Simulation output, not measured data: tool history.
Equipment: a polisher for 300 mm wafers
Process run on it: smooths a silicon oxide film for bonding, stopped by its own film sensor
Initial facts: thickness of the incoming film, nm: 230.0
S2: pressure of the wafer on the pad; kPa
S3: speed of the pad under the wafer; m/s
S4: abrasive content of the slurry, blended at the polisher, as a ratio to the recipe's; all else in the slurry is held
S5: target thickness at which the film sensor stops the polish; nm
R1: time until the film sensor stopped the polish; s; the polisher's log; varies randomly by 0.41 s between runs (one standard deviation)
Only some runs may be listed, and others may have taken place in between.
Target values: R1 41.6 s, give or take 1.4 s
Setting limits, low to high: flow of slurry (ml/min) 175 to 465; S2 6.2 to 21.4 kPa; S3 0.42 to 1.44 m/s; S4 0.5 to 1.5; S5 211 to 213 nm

run 1 day=0 | flow_of_slurry_(ml/min)=295 S2=13.8 S3=0.92 S4=1 S5=211 | R1=33.792
run 2 day=0.196 | flow_of_slurry_(ml/min)=295 S2=13.1 S3=0.92 S4=1 S5=211 | R1=35.597
run 3 day=0.338 | flow_of_slurry_(ml/min)=295 S2=13.1 S3=0.92 S4=1.2 S5=211 | R1=32.899
run 4 day=0.429 | flow_of_slurry_(ml/min)=295 S2=12.4 S3=0.92 S4=1.2 S5=211 | R1=34.236
run 5 day=0.521 | flow_of_slurry_(ml/min)=295 S2=12.4 S3=1.1 S4=1.2 S5=211 | R1=30.288
run 6 day=0.767 | flow_of_slurry_(ml/min)=295 S2=11 S3=1.1 S4=1.2 S5=211 | R1=33.571
run 7 day=1.092 | flow_of_slurry_(ml/min)=295 S2=10.3 S3=1.1 S4=1.2 S5=211 | R1=34.626
run 8 day=1.171 | flow_of_slurry_(ml/min)=295 S2=9.7 S3=1.1 S4=1.2 S5=211 | R1=37.18
run 9 day=1.221 | flow_of_slurry_(ml/min)=295 S2=9 S3=1.1 S4=1.2 S5=211 | R1=38.853

Exactly one of the 4 candidate moves below puts every result within its allowed miss. Which one?
run A day=1.271 | flow_of_slurry_(ml/min)=405 S2=8.3 S3=1.32 S4=1 S5=212 | R1=?
run B day=1.271 | flow_of_slurry_(ml/min)=315 S2=9 S3=1.12 S4=1.2 S5=212 | R1=?
run C day=1.271 | flow_of_slurry_(ml/min)=255 S2=10.3 S3=1.06 S4=1.15 S5=213 | R1=?
run D day=1.271 | flow_of_slurry_(ml/min)=295 S2=9 S3=1 S4=1.25 S5=211 | R1=?

move=A R1=35.883
move=B R1=36.647
move=C R1=33.271
move=D R1=41.994
A: moves away from the targets compared with the last run
B: moves away from the targets compared with the last run
C: moves away from the targets compared with the last run
D: all results in spec
Answer: D
